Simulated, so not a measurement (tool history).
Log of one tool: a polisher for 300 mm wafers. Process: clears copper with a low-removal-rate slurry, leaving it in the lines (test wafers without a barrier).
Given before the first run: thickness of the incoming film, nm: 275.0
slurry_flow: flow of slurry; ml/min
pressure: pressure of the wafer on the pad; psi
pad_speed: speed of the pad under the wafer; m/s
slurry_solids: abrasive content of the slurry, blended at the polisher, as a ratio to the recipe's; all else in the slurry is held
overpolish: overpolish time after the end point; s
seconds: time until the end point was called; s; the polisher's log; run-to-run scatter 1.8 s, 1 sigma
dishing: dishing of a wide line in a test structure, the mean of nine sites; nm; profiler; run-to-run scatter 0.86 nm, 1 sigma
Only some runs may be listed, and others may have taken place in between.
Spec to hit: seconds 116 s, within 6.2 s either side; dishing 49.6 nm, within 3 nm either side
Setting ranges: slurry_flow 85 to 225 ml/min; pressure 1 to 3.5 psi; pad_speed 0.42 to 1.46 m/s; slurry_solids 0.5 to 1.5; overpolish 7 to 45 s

run	day	slurry_flow	pressure	pad_speed	slurry_solids	overpolish	seconds	dishing
1	0	145	2.2	0.94	1	23	153.66	30.914
2	0.3	145	2.2	1.04	1	23	142.19	31.93
3	0.379	145	2.3	1.04	1	24	135.75	33.778
4	0.704	145	2.4	1.04	1	25	134.82	35.8
# day 0.796: worn pad replaced by a new one
5	0.796	145	2.4	1.04	0.8	25	132.64	36.865
6	0.917	145	2.5	1.04	0.8	26	130.2	39.209
7	1.192	145	2.6	1.04	0.8	27	128.29	41.123
8	1.525	145	2.7	1.04	0.8	27	123.34	40.743
9	1.612	145	2.7	1.04	0.8	28	123.92	45.164
10	1.65	145	2.7	1.04	0.8	28	125.09	42.83

Next run, 5 choices. One meets every target within its allowed miss, the rest don't. Which?
A	1.688	160	2.4	1.04	0.85	29	?	?
B	1.688	135	2.6	1.16	0.9	22	?	?
C	1.688	135	2.8	1.1	0.8	31	?	?
D	1.688	160	2.5	1.18	0.85	26	?	?
E	1.688	140	2.7	1.32	0.75	20	?	?

move	seconds	dishing
A	128.41	42.41
B	111.92	38.048
C	115.15	49.134
D	113.27	43.062
E	104.35	37.325
A: moves away from the targets compared with the last run
B: moves away from the targets compared with the last run
C: each result inside its tolerance
D: neither nearer nor further off than the last run
E: moves away from the targets compared with the last run
Correct choice: C, which meets every target

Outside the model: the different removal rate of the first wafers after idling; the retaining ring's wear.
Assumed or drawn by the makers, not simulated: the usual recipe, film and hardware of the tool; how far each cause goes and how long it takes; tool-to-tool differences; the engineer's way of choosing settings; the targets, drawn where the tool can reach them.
